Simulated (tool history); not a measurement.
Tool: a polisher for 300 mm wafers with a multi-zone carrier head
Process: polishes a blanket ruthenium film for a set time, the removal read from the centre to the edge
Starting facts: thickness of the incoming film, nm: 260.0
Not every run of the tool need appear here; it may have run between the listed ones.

run  hour  flow of slurry (ml/min)  pressure of the head's centre zone  pressure of the head's middle zone  pressure of the head's edge zone  polishing time (s)  film removed at the wafer's centre (angstrom)  film removed at mid-radius (angstrom)  film removed at the wafer's edge (angstrom)
  1     0                      215                                   1                                   1                                 1                  82                                         794.49                                 797.88                                       801.96
  2   8.4                      215                                   1                                0.92                                 1                  82                                         803.01                                 749.16                                       788.04
  3  14.4                      210                                1.01                                0.91                                 1                  81                                         791.67                                  721.7                                       781.88
  4  19.6                      205                                1.02                                 0.9                              0.99                  81                                         788.45                                 714.87                                       780.58
  5  22.4                      205                                1.03                                0.89                              0.98                  80                                          791.2                                 700.35                                       769.43
  6  24.2                      205                                1.03                                0.81                              0.98                  80                                         801.49                                 651.92                                       766.78
  7  25.9                      200                                1.04                                0.81                              0.97                  79                                         787.85                                 648.38                                       750.05

What does the tool deliver on the next run?
  8  31.6                      170                                1.12                                0.81                              0.97                  72                                              ?                                      ?                                            ?

film removed at the wafer's centre (angstrom): 762.95
film removed at mid-radius (angstrom): 563.47
film removed at the wafer's edge (angstrom): 669.37

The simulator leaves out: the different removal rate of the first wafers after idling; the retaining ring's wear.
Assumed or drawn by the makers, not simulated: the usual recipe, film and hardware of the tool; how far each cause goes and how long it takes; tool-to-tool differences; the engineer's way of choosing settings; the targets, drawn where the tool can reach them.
